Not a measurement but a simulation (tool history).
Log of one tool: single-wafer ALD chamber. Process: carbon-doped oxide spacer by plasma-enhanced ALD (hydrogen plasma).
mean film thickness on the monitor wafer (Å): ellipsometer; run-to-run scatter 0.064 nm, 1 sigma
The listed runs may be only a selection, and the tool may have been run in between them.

| run | hour | heater temperature setpoint (deg C) | number of ALD cycles (cycles) | mean film thickness on the monitor wafer (Å) |
|---|---|---|---|---|
| 1 | 0 | 425 | 525 | 253.11 |
| 2 | 3.6 | 425 | 462 | 223.22 |
| 3 | 10.6 | 426 | 461 | 222.98 |
| 4 | 20 | 422 | 461 | 225.93 |
| 5 | 24.6 | 422 | 386 | 189.97 |
| 6 | 26.5 | 412 | 386 | 194.66 |
| 7 | 34.6 | 412 | 393 | 198.11 |
| 8 | 37.4 | 405 | 438 | 226.71 |
| 9 | 46.2 | 406 | 437 | 225.74 |
| 10 | 48.9 | 407 | 436 | 223.75 |
| 11 | 55 | 408 | 435 | 223.97 |

Run 12, settings as shown, results not yet in. Your forecast:
| 12 | 58.4 | 409 | 434 | ? |

mean film thickness on the monitor wafer (Å): 223.31

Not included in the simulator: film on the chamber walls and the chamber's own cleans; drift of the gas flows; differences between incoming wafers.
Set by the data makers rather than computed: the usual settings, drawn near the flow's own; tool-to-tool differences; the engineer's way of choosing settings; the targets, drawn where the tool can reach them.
